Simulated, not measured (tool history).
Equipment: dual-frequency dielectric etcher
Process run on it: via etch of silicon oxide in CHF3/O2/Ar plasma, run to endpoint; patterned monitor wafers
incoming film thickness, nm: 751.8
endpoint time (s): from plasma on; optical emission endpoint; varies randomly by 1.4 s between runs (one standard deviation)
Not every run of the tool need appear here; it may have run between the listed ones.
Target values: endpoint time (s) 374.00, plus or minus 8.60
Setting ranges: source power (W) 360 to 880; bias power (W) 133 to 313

run 1 hour=0.0 | source_power_(W)=620 bias_power_(W)=223 | endpoint_time_(s)=327.94
run 2 hour=3.9 | source_power_(W)=620 bias_power_(W)=261 | endpoint_time_(s)=310.83
run 3 hour=5.3 | source_power_(W)=620 bias_power_(W)=228 | endpoint_time_(s)=324.73
run 4 hour=13.2 | source_power_(W)=560 bias_power_(W)=222 | endpoint_time_(s)=338.69
run 5 hour=18.1 | source_power_(W)=460 bias_power_(W)=222 | endpoint_time_(s)=360.59
run 6 hour=21.6 | source_power_(W)=520 bias_power_(W)=222 | endpoint_time_(s)=347.11
run 7 hour=30.1 | source_power_(W)=490 bias_power_(W)=218 | endpoint_time_(s)=357.79
run 8 hour=31.2 | source_power_(W)=470 bias_power_(W)=216 | endpoint_time_(s)=364.86
run 9 hour=37.5 | source_power_(W)=460 bias_power_(W)=215 | endpoint_time_(s)=364.24
run 10 hour=42.2 | source_power_(W)=460 bias_power_(W)=215 | endpoint_time_(s)=365.30
run 11 hour=46.1 | source_power_(W)=460 bias_power_(W)=215 | endpoint_time_(s)=365.36

4 next moves are on the table. One of them brings every result within its allowed miss. Which?
run A hour=50.0 | source_power_(W)=450 bias_power_(W)=237 | endpoint_time_(s)=?
run B hour=50.0 | source_power_(W)=580 bias_power_(W)=200 | endpoint_time_(s)=?
run C hour=50.0 | source_power_(W)=490 bias_power_(W)=220 | endpoint_time_(s)=?
run D hour=50.0 | source_power_(W)=420 bias_power_(W)=216 | endpoint_time_(s)=?

move=A endpoint_time_(s)=355.85
move=B endpoint_time_(s)=348.23
move=C endpoint_time_(s)=355.66
move=D endpoint_time_(s)=374.94
A: moves away from the targets compared with the last run
B: moves away from the targets compared with the last run
C: moves away from the targets compared with the last run
D: hits every target within its allowed miss
So the answer is move D, the one that meets all the targets.

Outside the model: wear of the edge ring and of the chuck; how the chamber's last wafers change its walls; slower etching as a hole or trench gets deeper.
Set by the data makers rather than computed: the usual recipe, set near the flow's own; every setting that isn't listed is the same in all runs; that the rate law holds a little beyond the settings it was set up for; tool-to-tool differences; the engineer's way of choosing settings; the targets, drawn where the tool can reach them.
